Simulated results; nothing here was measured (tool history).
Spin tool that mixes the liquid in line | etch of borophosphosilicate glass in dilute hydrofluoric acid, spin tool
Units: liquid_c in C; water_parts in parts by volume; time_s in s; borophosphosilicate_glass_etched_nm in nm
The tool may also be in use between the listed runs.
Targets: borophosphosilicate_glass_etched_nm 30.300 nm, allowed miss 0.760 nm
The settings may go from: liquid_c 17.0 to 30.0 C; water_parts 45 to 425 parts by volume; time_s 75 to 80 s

run,hour,liquid_c,water_parts,time_s,borophosphosilicate_glass_etched_nm
1,0.0,22.0,235,75,15.341
2,3.7,23.0,225,75,16.850
3,6.8,23.0,255,75,14.370
4,10.0,23.0,315,75,10.940
5,12.9,24.0,290,75,12.623
6,18.5,24.0,290,80,13.527
7,27.2,25.0,270,80,15.377
8,29.2,25.5,250,80,17.228
9,36.2,26.0,235,80,18.919
10,40.9,26.5,225,80,20.401
11,48.1,27.0,215,80,21.962
12,55.5,27.5,210,80,23.044

Which of these 5 next moves meets every target?
A,62.9,26.5,180,80,?
B,62.9,28.0,235,75,?
C,62.9,27.0,275,80,?
D,62.9,29.5,190,75,?
E,62.9,30.0,180,80,?

move,borophosphosilicate_glass_etched_nm
A,26.731
B,19.007
C,16.025
D,26.114
E,30.297
A: nearer than the last run, and not there yet
B: further off than the last run
C: further off than the last run
D: nearer than the last run, and not there yet
E: meets every target
Move E is the one to make.

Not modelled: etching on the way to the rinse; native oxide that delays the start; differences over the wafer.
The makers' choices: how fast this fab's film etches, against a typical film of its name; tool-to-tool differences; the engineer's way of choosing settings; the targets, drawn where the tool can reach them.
